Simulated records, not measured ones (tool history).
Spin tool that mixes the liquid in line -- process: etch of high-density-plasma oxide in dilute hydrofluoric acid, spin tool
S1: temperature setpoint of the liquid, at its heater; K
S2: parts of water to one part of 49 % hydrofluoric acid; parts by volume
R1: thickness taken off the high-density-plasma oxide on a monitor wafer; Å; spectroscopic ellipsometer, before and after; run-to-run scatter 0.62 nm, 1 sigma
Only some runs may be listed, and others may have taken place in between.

{"run": 1, "day": 0.0, "S1": 296.15, "S2": 60, "time under the liquid (s)": 290, "R1": 505.38}
{"run": 2, "day": 0.125, "S1": 296.15, "S2": 40, "time under the liquid (s)": 290, "R1": 781.48}
{"run": 3, "day": 0.25, "S1": 296.15, "S2": 60, "time under the liquid (s)": 290, "R1": 510.51}
{"run": 4, "day": 0.433, "S1": 298.65, "S2": 60, "time under the liquid (s)": 290, "R1": 566.98}
{"run": 5, "day": 0.608, "S1": 298.65, "S2": 60, "time under the liquid (s)": 315, "R1": 611.2}
{"run": 6, "day": 0.721, "S1": 298.65, "S2": 45, "time under the liquid (s)": 315, "R1": 833.33}
{"run": 7, "day": 0.879, "S1": 299.65, "S2": 45, "time under the liquid (s)": 315, "R1": 865.39}
{"run": 8, "day": 0.917, "S1": 299.65, "S2": 45, "time under the liquid (s)": 315, "R1": 876.88}
{"run": 9, "day": 0.975, "S1": 300.15, "S2": 45, "time under the liquid (s)": 315, "R1": 881.48}
{"run": 10, "day": 1.279, "S1": 300.15, "S2": 45, "time under the liquid (s)": 315, "R1": 884.21}
{"run": 11, "day": 1.462, "S1": 300.65, "S2": 45, "time under the liquid (s)": 315, "R1": 903.86}
{"run": 12, "day": 1.812, "S1": 300.65, "S2": 45, "time under the liquid (s)": 315, "R1": 910.25}

What does the tool deliver on the next run?
{"run": 13, "day": 2.021, "S1": 301.15, "S2": 45, "time under the liquid (s)": 315, "R1": "?"}

{"run 13": {"R1": 927.64}}

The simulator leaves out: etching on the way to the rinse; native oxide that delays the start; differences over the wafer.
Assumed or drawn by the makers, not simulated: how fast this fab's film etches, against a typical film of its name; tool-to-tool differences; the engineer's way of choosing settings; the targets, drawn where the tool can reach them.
